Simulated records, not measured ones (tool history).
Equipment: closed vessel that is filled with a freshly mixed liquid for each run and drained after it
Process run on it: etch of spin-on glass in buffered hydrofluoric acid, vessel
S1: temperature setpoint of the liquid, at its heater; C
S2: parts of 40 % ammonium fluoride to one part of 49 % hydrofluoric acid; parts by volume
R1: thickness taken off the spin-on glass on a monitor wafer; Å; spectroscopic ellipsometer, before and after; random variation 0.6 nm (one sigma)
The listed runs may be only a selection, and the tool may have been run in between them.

{"run": 1, "day": 0.0, "S1": 25.0, "S2": 23.5, "time in the liquid (s)": 95, "R1": 1713.5}
{"run": 2, "day": 0.146, "S1": 25.0, "S2": 18.0, "time in the liquid (s)": 95, "R1": 2127.9}
{"run": 3, "day": 0.454, "S1": 25.0, "S2": 21.5, "time in the liquid (s)": 95, "R1": 1825.7}
{"run": 4, "day": 0.608, "S1": 25.0, "S2": 21.5, "time in the liquid (s)": 95, "R1": 1806.3}
{"day": 0.904, "done": "thermometer replaced"}
{"run": 5, "day": 0.904, "S1": 25.0, "S2": 21.5, "time in the liquid (s)": 95, "R1": 1713.2}
{"run": 6, "day": 1.029, "S1": 25.0, "S2": 21.5, "time in the liquid (s)": 100, "R1": 1823.8}
{"run": 7, "day": 1.358, "S1": 23.5, "S2": 21.5, "time in the liquid (s)": 100, "R1": 1680.9}
{"run": 8, "day": 1.6, "S1": 22.5, "S2": 21.5, "time in the liquid (s)": 100, "R1": 1577.2}
{"run": 9, "day": 1.921, "S1": 22.5, "S2": 21.5, "time in the liquid (s)": 100, "R1": 1593.6}
{"run": 10, "day": 1.975, "S1": 21.5, "S2": 21.5, "time in the liquid (s)": 100, "R1": 1489.2}
{"run": 11, "day": 2.188, "S1": 21.0, "S2": 21.5, "time in the liquid (s)": 100, "R1": 1455.6}

Run 12 is up next; what results do you expect?
{"run": 12, "day": 2.25, "S1": 20.5, "S2": 21.5, "time in the liquid (s)": 100, "R1": "?"}

R1: 1409.8 Å

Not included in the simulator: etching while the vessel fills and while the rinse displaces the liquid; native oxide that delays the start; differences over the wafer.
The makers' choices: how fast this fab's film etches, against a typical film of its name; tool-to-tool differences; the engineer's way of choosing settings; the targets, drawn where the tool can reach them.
